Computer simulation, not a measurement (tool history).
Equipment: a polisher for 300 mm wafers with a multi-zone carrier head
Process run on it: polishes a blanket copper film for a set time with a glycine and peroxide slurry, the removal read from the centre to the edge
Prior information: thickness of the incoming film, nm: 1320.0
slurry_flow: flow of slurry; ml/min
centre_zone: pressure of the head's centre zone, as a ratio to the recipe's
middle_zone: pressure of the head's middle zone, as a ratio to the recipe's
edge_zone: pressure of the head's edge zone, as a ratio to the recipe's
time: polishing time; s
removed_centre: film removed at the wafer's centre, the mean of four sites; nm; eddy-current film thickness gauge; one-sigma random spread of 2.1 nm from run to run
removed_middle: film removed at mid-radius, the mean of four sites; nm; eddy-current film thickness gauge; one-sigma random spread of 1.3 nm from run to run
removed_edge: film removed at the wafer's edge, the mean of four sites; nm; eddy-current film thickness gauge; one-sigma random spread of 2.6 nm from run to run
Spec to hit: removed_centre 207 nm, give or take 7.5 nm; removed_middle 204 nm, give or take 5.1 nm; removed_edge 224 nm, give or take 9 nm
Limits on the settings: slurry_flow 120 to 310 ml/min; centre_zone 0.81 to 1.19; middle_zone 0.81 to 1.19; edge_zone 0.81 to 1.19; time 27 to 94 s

run    day  slurry_flow  centre_zone  middle_zone  edge_zone  time  removed_centre  removed_middle  removed_edge
  1      0          200            1            1          1    60           267.7          272.03        278.49
  2  0.371          195         0.99         0.98       0.98    59          259.53          260.07        267.14
  3  0.417          190         0.97         0.96       0.96    59          250.68          255.85        267.09
  4  0.612          190         0.97          0.9       0.96    59          251.63          240.99        262.55
  5  0.904          185         0.96         0.89       0.94    58          242.13          234.67        255.98
  6  1.188          225         0.96         0.89       0.94    58          256.95          241.39        265.17
  7  1.521          225         0.96         0.89       0.94    58          251.18          238.27        255.13
  8  1.642          220         0.95         0.88       0.93    57          239.59           232.9        250.28
  9  1.896          215         0.94         0.87       0.92    57          241.26          233.67         252.9
 10  2.088          210         0.94         0.86       0.91    56           235.9          224.49        253.83
 11  2.258          220         0.93         0.86       0.91    55          232.76          220.54        243.72
 12  2.421          220         0.93         0.86       0.91    55          228.29          218.66        244.06
 13   2.75          220         0.93         0.86        0.9    54          225.33          219.33        239.77
 14  3.104          215         0.93         0.86       0.89    54          227.11           214.3        240.06
 15  3.171          215         0.92         0.87       0.89    53          219.16          213.89        235.39
 16   3.45          215         0.92         0.87       0.88    53          223.93          214.73        238.22
 17  3.808          220         0.92         0.87       0.89    52          212.75          211.97        232.89

5 candidate next runs follow, results not yet known. Just one meets every target within its allowed miss. Identify it.
  A  4.167          245         0.91         0.92       0.88    52               ?               ?             ?
  B  4.167          235         0.88         0.91        0.9    52               ?               ?             ?
  C  4.167          155         0.94         0.98        0.9    51               ?               ?             ?
  D  4.167          210         0.94         0.89       0.84    52               ?               ?             ?
  E  4.167          190         0.89         0.84       0.82    53               ?               ?             ?

move  removed_centre  removed_middle  removed_edge
   A          212.69          220.32        229.52
   B          204.81          217.59        230.85
   C          206.17          218.81        220.16
   D          216.53          211.52        223.61
   E          206.75          203.82        224.67
A: lands further from the targets than the last run did
B: lands further from the targets than the last run did
C: lands further from the targets than the last run did
D: closes in on the targets versus the last run, not all within tolerance yet
E: each result inside its tolerance
Move E is the one to make.
